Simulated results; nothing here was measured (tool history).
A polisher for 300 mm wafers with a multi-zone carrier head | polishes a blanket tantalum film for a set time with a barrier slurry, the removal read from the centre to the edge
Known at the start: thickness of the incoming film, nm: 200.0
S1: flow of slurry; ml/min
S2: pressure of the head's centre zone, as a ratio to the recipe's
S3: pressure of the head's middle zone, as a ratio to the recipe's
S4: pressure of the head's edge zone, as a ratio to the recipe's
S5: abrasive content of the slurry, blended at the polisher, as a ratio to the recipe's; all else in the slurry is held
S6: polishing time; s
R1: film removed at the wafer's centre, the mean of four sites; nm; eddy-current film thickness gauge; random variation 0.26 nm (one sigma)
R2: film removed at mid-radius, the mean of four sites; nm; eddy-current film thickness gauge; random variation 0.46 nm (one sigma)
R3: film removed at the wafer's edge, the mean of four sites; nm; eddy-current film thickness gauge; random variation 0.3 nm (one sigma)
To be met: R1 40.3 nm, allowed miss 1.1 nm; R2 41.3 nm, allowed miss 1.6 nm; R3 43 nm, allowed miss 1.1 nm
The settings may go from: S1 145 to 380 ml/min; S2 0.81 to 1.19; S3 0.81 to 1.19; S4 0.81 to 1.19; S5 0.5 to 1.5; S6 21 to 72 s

run,hour,S1,S2,S3,S4,S5,S6,R1,R2,R3
1,0,245,1,1,1,1,46,61.879,59.163,57.896
2,7.6,235,0.96,0.97,0.97,0.85,45,55.601,54.435,53.111
3,10.7,225,0.92,0.93,0.96,0.75,44,48.897,48.435,48.791
4,18.3,215,0.89,0.9,0.93,0.75,44,47.253,47.808,48.698
5,19.1,215,0.89,0.9,0.97,0.75,44,47.631,47.676,50.238
6,25.3,210,0.87,0.88,0.94,0.7,44,44.662,45.721,47.66
7,27.1,205,0.86,0.86,0.92,0.65,44,43.381,44.132,45.503
8,35.3,200,0.85,0.85,0.91,0.65,44,42.163,43.099,45.506
9,36.1,195,0.85,0.85,0.89,0.65,44,41.873,42.894,44.883
10,39.3,190,0.85,0.85,0.88,0.65,44,41.77,42.217,43.956
11,47.4,185,0.85,0.85,0.88,0.65,44,41.955,42.071,44.287

Which of these 5 next moves meets every target?
A,55.5,160,0.9,0.81,0.97,0.7,43,?,?,?
B,55.5,195,0.96,0.91,0.85,0.55,45,?,?,?
C,55.5,205,0.81,0.81,0.81,0.6,45,?,?,?
D,55.5,195,0.88,0.86,0.83,0.55,46,?,?,?
E,55.5,180,0.82,0.81,0.97,0.6,46,?,?,?

move,R1,R2,R3
A,42.496,41.304,45.197
B,45.092,44.021,41.605
C,39.773,42.751,42.523
D,42.238,43.408,42.105
E,40.121,42.698,46.395
A: further off than the last run
B: further off than the last run
C: meets every target
D: further off than the last run
E: brings the result that was furthest off to its target, and leaves another outside
The right move is C.
